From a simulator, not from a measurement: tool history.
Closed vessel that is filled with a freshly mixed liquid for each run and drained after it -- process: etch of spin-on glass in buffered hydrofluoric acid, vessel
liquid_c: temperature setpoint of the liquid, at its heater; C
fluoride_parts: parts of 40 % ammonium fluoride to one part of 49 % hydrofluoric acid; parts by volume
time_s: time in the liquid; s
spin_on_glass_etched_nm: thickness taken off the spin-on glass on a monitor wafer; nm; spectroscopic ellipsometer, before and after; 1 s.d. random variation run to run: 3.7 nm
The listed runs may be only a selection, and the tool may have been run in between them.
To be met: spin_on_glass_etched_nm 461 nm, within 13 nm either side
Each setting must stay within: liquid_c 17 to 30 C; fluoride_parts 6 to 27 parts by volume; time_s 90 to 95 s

run  hour  liquid_c  fluoride_parts  time_s  spin_on_glass_etched_nm
  1     0        22            16.5      90                   236.25
  2   0.7        22            16.5      95                   245.19
  3   6.4        22            16.5      95                   247.27
  4   9.9        23              16      95                   265.85
  5  12.1        23              16      90                   254.83
  6  13.7      21.5              16      90                   233.84
  7  17.2        23            15.5      90                   264.88
  8  23.1        24              15      90                   285.96
  9  30.1        25            14.5      90                   317.33
 10  34.9        26            14.5      90                   331.53
 11  38.9      26.5              14      90                   352.51
 12  41.4        27              14      90                   354.61
 13  44.6      27.5            13.5      90                   380.46
 14  50.8        28            13.5      90                   395.27
 15  55.7      28.5            13.5      90                   403.59
 16    61      29.5              13      90                   440.34
 17  61.8      29.5              13      90                    442.1

Consider the 4 candidate settings below. Which is the only one whose results all fall within their allowed miss of target?
  A  62.6        29              13      90                        ?
  B  62.6        30              14      90                        ?
  C  62.6      29.5            13.5      90                        ?
  D  62.6        30            13.5      95                        ?

move  spin_on_glass_etched_nm
   A                   430.56
   B                   422.12
   C                   426.06
   D                   461.71
A: the biggest miss grows against the last run
B: the biggest miss grows against the last run
C: the biggest miss grows against the last run
D: each result inside its tolerance
Correct choice: D, which meets every target
